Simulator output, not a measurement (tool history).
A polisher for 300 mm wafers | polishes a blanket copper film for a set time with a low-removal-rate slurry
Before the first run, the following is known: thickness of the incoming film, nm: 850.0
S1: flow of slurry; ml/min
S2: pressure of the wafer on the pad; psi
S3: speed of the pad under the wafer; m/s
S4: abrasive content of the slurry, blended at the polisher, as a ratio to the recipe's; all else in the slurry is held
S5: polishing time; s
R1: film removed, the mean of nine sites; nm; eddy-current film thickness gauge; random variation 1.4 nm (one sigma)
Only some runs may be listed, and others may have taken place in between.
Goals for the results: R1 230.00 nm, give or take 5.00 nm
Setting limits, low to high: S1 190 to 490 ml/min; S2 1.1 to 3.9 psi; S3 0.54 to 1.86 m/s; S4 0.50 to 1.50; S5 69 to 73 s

run	hour	S1	S2	S3	S4	S5	R1
1	0.0	315	2.5	1.18	1.00	69	190.61
2	8.0	315	2.5	1.18	0.85	69	182.67
3	17.0	320	2.6	1.18	0.85	69	191.40
4	21.2	320	2.6	1.18	0.70	69	184.60
5	30.2	325	2.7	1.18	0.70	69	187.81
6	32.5	325	2.8	1.18	0.70	69	194.83
7	39.9	325	2.8	1.18	0.70	69	194.83
8	48.0	325	2.9	1.18	0.70	69	201.98
9	54.1	325	3.0	1.18	0.70	69	203.29
10	60.3	330	3.1	1.18	0.70	69	206.06
11	64.5	330	3.2	1.18	0.70	69	214.03
12	73.2	330	3.4	1.18	0.70	69	222.87

4 candidate next runs follow, results not yet known. Just one meets every target within its allowed miss. Identify it.
A	81.9	370	3.1	1.28	0.65	73	?
B	81.9	295	2.9	1.24	0.80	71	?
C	81.9	330	3.2	1.28	0.65	69	?
D	81.9	380	3.9	1.10	0.60	73	?

move	R1
A	239.93
B	216.65
C	229.04
D	243.34
A: takes the result that was furthest off past its target
B: lands further from the targets than the last run did
C: hits every target within its allowed miss
D: takes the result that was furthest off past its target
Go with C: it meets all targets.
